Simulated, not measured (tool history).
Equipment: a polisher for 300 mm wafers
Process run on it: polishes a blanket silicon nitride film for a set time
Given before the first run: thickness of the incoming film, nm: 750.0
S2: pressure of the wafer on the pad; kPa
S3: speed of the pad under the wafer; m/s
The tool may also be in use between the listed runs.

run 1 hour=0 | flow_of_slurry_(ml/min)=160 S2=24.1 S3=1.06 polishing_time_(s)=54 | film_removed_(nm)=118.31
run 2 hour=4.7 | flow_of_slurry_(ml/min)=160 S2=25.5 S3=1.06 polishing_time_(s)=54 | film_removed_(nm)=124.58
run 3 hour=9.2 | flow_of_slurry_(ml/min)=160 S2=25.5 S3=1.06 polishing_time_(s)=48 | film_removed_(nm)=111.24
run 4 hour=13.4 | flow_of_slurry_(ml/min)=195 S2=25.5 S3=1.06 polishing_time_(s)=48 | film_removed_(nm)=112.26
run 5 hour=14.5 | flow_of_slurry_(ml/min)=195 S2=25.5 S3=0.9 polishing_time_(s)=48 | film_removed_(nm)=100.81
run 6 hour=20.1 | flow_of_slurry_(ml/min)=195 S2=27.6 S3=0.9 polishing_time_(s)=48 | film_removed_(nm)=106.15
run 7 hour=25.6 | flow_of_slurry_(ml/min)=195 S2=29.6 S3=0.92 polishing_time_(s)=48 | film_removed_(nm)=118.63

For run 8, what comes out?
run 8 hour=28.5 | flow_of_slurry_(ml/min)=195 S2=31 S3=0.92 polishing_time_(s)=48 | film_removed_(nm)=?

{"run 8": {"film removed (nm)": 124.53}}
